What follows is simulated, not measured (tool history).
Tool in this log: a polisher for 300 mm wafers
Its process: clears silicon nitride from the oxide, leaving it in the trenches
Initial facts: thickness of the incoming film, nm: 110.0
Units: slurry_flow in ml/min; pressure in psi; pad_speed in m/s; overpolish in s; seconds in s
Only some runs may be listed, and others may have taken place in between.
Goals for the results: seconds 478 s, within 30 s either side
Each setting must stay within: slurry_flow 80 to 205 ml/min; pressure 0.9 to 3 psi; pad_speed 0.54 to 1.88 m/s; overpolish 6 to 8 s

{"run": 1, "day": 0.0, "slurry_flow": 135, "pressure": 1.9, "pad_speed": 1.2, "overpolish": 8, "seconds": 174.66}
{"run": 2, "day": 0.167, "slurry_flow": 135, "pressure": 2.2, "pad_speed": 1.2, "overpolish": 8, "seconds": 155.04}
{"run": 3, "day": 0.312, "slurry_flow": 130, "pressure": 1.8, "pad_speed": 1, "overpolish": 8, "seconds": 214.86}
{"run": 4, "day": 0.483, "slurry_flow": 130, "pressure": 1.8, "pad_speed": 0.72, "overpolish": 8, "seconds": 258.45}
{"run": 5, "day": 0.683, "slurry_flow": 130, "pressure": 1.8, "pad_speed": 0.72, "overpolish": 8, "seconds": 263.83}
{"run": 6, "day": 0.783, "slurry_flow": 130, "pressure": 2, "pad_speed": 0.72, "overpolish": 8, "seconds": 243.87}
{"run": 7, "day": 0.904, "slurry_flow": 110, "pressure": 1.4, "pad_speed": 0.54, "overpolish": 8, "seconds": 415.49}
{"run": 8, "day": 1.15, "slurry_flow": 105, "pressure": 1.4, "pad_speed": 0.54, "overpolish": 8, "seconds": 421.79}
{"run": 9, "day": 1.317, "slurry_flow": 100, "pressure": 1.4, "pad_speed": 0.54, "overpolish": 8, "seconds": 424.93}
{"run": 10, "day": 1.588, "slurry_flow": 95, "pressure": 1.4, "pad_speed": 0.54, "overpolish": 8, "seconds": 427.39}

Pick the move, out of 5, that brings all results within their allowed miss; only one does.
{"run": "A", "day": 1.858, "slurry_flow": 110, "pressure": 1.5, "pad_speed": 0.56, "overpolish": 6, "seconds": "?"}
{"run": "B", "day": 1.858, "slurry_flow": 80, "pressure": 1.3, "pad_speed": 0.58, "overpolish": 8, "seconds": "?"}
{"run": "C", "day": 1.858, "slurry_flow": 85, "pressure": 1.2, "pad_speed": 0.88, "overpolish": 6, "seconds": "?"}
{"run": "D", "day": 1.858, "slurry_flow": 80, "pressure": 1.3, "pad_speed": 0.8, "overpolish": 7, "seconds": "?"}
{"run": "E", "day": 1.858, "slurry_flow": 90, "pressure": 1.5, "pad_speed": 0.54, "overpolish": 8, "seconds": "?"}

move=A seconds=386.31
move=B seconds=481.08
move=C seconds=394.26
move=D seconds=397.17
move=E seconds=418.21
A: moves away from the targets compared with the last run
B: every result within its allowed miss
C: moves away from the targets compared with the last run
D: moves away from the targets compared with the last run
E: moves away from the targets compared with the last run
The move that meets every target is B.
